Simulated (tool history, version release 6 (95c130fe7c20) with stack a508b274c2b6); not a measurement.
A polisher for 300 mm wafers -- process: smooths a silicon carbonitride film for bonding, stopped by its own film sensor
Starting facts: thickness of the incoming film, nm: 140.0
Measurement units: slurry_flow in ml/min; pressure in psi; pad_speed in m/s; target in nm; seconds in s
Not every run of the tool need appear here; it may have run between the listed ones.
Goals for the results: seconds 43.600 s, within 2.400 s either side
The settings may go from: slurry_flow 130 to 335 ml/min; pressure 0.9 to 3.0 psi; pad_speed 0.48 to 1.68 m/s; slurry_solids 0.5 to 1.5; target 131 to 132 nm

{"run": 1, "hour": 0.0, "slurry_flow": 215, "pressure": 1.9, "pad_speed": 1.08, "slurry_solids": 1.0, "target": 131, "seconds": 36.17}
{"run": 2, "hour": 7.2, "slurry_flow": 215, "pressure": 1.9, "pad_speed": 1.08, "slurry_solids": 1.0, "target": 131, "seconds": 35.966}
{"run": 3, "hour": 12.5, "slurry_flow": 215, "pressure": 1.9, "pad_speed": 0.98, "slurry_solids": 1.0, "target": 131, "seconds": 37.277}
{"run": 4, "hour": 19.8, "slurry_flow": 215, "pressure": 1.8, "pad_speed": 0.98, "slurry_solids": 1.0, "target": 131, "seconds": 39.627}
{"run": 5, "hour": 22.4, "slurry_flow": 215, "pressure": 1.7, "pad_speed": 0.98, "slurry_solids": 1.0, "target": 131, "seconds": 40.078}
{"run": 6, "hour": 28.1, "slurry_flow": 215, "pressure": 1.7, "pad_speed": 0.98, "slurry_solids": 1.2, "target": 131, "seconds": 36.739}
{"hour": 34.2, "done": "head pressure recalibrated"}
{"run": 7, "hour": 34.2, "slurry_flow": 215, "pressure": 1.6, "pad_speed": 0.96, "slurry_solids": 1.2, "target": 131, "seconds": 37.944}
{"run": 8, "hour": 41.5, "slurry_flow": 215, "pressure": 1.5, "pad_speed": 0.94, "slurry_solids": 1.2, "target": 131, "seconds": 40.08}

Of the 4 settings listed for the next run, only one would bring every result within its allowed miss of target. Which one?
{"run": "A", "hour": 48.8, "slurry_flow": 220, "pressure": 1.3, "pad_speed": 0.96, "slurry_solids": 1.2, "target": 132, "seconds": "?"}
{"run": "B", "hour": 48.8, "slurry_flow": 265, "pressure": 1.8, "pad_speed": 0.76, "slurry_solids": 1.4, "target": 132, "seconds": "?"}
{"run": "C", "hour": 48.8, "slurry_flow": 170, "pressure": 1.7, "pad_speed": 0.74, "slurry_solids": 1.1, "target": 132, "seconds": "?"}
{"run": "D", "hour": 48.8, "slurry_flow": 205, "pressure": 1.5, "pad_speed": 1.06, "slurry_solids": 1.2, "target": 131, "seconds": "?"}

move=A seconds=38.397
move=B seconds=34.330
move=C seconds=43.350
move=D seconds=36.882
A: the biggest miss grows against the last run
B: the biggest miss grows against the last run
C: in spec on every target
D: the biggest miss grows against the last run
Move C is the one to make.
